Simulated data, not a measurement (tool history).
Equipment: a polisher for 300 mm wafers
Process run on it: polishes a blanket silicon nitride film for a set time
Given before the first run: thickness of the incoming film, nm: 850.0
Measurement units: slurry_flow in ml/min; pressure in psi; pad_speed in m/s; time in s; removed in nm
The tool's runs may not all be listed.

{"run": 1, "hour": 0.0, "slurry_flow": 165, "pressure": 3.6, "pad_speed": 0.84, "time": 91, "removed": 131.92}
{"run": 2, "hour": 4.1, "slurry_flow": 185, "pressure": 3.6, "pad_speed": 0.84, "time": 91, "removed": 132.99}
{"run": 3, "hour": 8.0, "slurry_flow": 185, "pressure": 3.6, "pad_speed": 0.84, "time": 91, "removed": 133.28}
{"run": 4, "hour": 12.4, "slurry_flow": 185, "pressure": 4.1, "pad_speed": 0.84, "time": 91, "removed": 150.76}
{"run": 5, "hour": 21.3, "slurry_flow": 185, "pressure": 3.2, "pad_speed": 0.84, "time": 91, "removed": 122.04}
{"run": 6, "hour": 26.5, "slurry_flow": 210, "pressure": 3.2, "pad_speed": 0.84, "time": 91, "removed": 119.97}

Run 7, settings as shown, results not yet in. Your forecast:
{"run": 7, "hour": 29.0, "slurry_flow": 210, "pressure": 3.8, "pad_speed": 0.86, "time": 91, "removed": "?"}

For run 7 the tool returned removed 142.83 nm.
